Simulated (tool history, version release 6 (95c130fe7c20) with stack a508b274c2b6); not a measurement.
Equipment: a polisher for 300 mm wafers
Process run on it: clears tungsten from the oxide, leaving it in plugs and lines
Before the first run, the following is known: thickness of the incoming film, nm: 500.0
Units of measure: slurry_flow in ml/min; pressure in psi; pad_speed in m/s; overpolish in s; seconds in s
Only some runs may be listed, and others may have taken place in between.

run	hour	slurry_flow	pressure	pad_speed	slurry_solids	overpolish	seconds
1	0	175	3.9	1.02	1	8	114.61
2	7.3	175	4.1	1.02	1	8	108.42
3	10.2	175	4.1	1.02	1	8	111.24
4	17.6	175	4.1	1.12	1	8	99.275
5	21.4	155	4.1	1.12	1	8	99.442
6	26.6	190	4.1	1.12	1	8	101.43
7	33.7	190	4.3	1.12	1	8	96.924
8	41	190	4.5	1.14	1	8	89.832
9	47.4	190	4.7	1.14	1	8	84.321
10	54.2	190	4.8	1.14	1	8	83.16
11	58.3	190	4.9	1.14	1	8	83.432
12	64.5	190	5	1.16	1	8	77.918
13	67.3	190	5.1	1.16	1	8	78.128

Expected results for the next run?
14	73.9	190	5.2	1.16	1	8	?

{"run 14": {"seconds": 76.077}}
